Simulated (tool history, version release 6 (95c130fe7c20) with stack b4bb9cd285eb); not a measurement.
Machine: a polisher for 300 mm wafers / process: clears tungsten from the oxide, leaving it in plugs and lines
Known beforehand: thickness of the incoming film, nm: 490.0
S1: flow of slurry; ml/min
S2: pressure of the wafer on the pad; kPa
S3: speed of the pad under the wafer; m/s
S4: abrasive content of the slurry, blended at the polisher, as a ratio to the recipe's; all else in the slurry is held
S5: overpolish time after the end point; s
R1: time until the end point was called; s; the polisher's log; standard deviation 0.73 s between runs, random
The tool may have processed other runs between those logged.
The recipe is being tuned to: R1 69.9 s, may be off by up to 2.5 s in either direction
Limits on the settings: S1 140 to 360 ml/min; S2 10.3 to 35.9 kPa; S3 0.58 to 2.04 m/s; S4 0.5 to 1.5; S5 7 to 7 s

| run | hour | S1 | S2 | S3 | S4 | S5 | R1 |
|---|---|---|---|---|---|---|---|
| 1 | 0 | 230 | 22.8 | 1.3 | 1 | 7 | 99.26 |
| 2 | 1.1 | 230 | 22.8 | 1.3 | 0.85 | 7 | 103.27 |
| 3 | 9.4 | 230 | 24.1 | 1.3 | 0.85 | 7 | 98.245 |
| 4 | 14.8 | 230 | 20.7 | 1.3 | 0.85 | 7 | 111.53 |
| 5 | 16.1 | 190 | 20.7 | 1.3 | 0.85 | 7 | 115.97 |
| 6 | 18.6 | 145 | 20.7 | 1.3 | 0.85 | 7 | 120.72 |
| 7 | 20.1 | 155 | 22.8 | 1.3 | 0.85 | 7 | 108.53 |
| 8 | 21.5 | 160 | 24.1 | 1.3 | 0.85 | 7 | 102.57 |
| 9 | 28.5 | 165 | 31 | 1.32 | 0.85 | 7 | 78.249 |

Of the 4 settings listed for the next run, only one would bring every result within its allowed miss of target. Which one?
| A | 35.5 | 215 | 33.8 | 1.26 | 1.05 | 7 | ? |
| B | 35.5 | 140 | 35.9 | 1.26 | 0.75 | 7 | ? |
| C | 35.5 | 215 | 31.7 | 1.24 | 1 | 7 | ? |
| D | 35.5 | 215 | 33.8 | 1.22 | 0.7 | 7 | ? |

| move | R1 |
|---|---|
| A | 69.571 |
| B | 75.551 |
| C | 75.9 |
| D | 77.532 |
A: each result inside its tolerance
B: nearer than the last run, and not there yet
C: nearer than the last run, and not there yet
D: nearer than the last run, and not there yet
So the answer is move A, the one that meets all the targets.
